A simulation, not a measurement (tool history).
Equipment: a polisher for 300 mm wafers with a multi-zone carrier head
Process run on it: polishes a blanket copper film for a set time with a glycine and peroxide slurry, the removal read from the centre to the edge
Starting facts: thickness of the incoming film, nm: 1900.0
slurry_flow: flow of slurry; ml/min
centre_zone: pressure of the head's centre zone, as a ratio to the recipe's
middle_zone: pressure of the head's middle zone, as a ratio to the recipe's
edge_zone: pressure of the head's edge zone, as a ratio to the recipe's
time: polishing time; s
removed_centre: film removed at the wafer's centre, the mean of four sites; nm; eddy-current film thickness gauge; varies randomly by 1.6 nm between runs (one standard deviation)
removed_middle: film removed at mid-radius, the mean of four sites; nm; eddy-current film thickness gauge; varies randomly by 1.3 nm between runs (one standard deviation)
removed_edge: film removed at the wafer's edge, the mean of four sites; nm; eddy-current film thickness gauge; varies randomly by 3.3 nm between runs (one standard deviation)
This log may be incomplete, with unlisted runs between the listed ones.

run 1 hour=0 | slurry_flow=190 centre_zone=1 middle_zone=1 edge_zone=1 time=71 | removed_centre=361.79 removed_middle=359.03 removed_edge=367.67
run 2 hour=8.4 | slurry_flow=175 centre_zone=0.96 middle_zone=0.94 edge_zone=1 time=64 | removed_centre=306.78 removed_middle=303.46 removed_edge=323.05
run 3 hour=9.6 | slurry_flow=215 centre_zone=0.96 middle_zone=0.94 edge_zone=1 time=64 | removed_centre=311.69 removed_middle=309.26 removed_edge=329.65
run 4 hour=13.8 | slurry_flow=205 centre_zone=0.93 middle_zone=0.9 edge_zone=1.03 time=59 | removed_centre=278.16 removed_middle=278.78 removed_edge=309.63
run 5 hour=16 | slurry_flow=190 centre_zone=0.92 middle_zone=0.87 edge_zone=1.05 time=55 | removed_centre=258.17 removed_middle=250.68 removed_edge=288.75
run 6 hour=19.9 | slurry_flow=190 centre_zone=0.92 middle_zone=0.87 edge_zone=1.13 time=55 | removed_centre=256.59 removed_middle=251.66 removed_edge=297.42
run 7 hour=28.6 | slurry_flow=140 centre_zone=0.85 middle_zone=0.81 edge_zone=1.07 time=49 | removed_centre=201.65 removed_middle=202.96 removed_edge=252.87

Run 8 has not been measured yet. What should we expect?
run 8 hour=36.3 | slurry_flow=150 centre_zone=0.86 middle_zone=0.81 edge_zone=1.08 time=49 | removed_centre=? removed_middle=? removed_edge=?

removed_centre: 205.24 nm
removed_middle: 207.61 nm
removed_edge: 255.97 nm
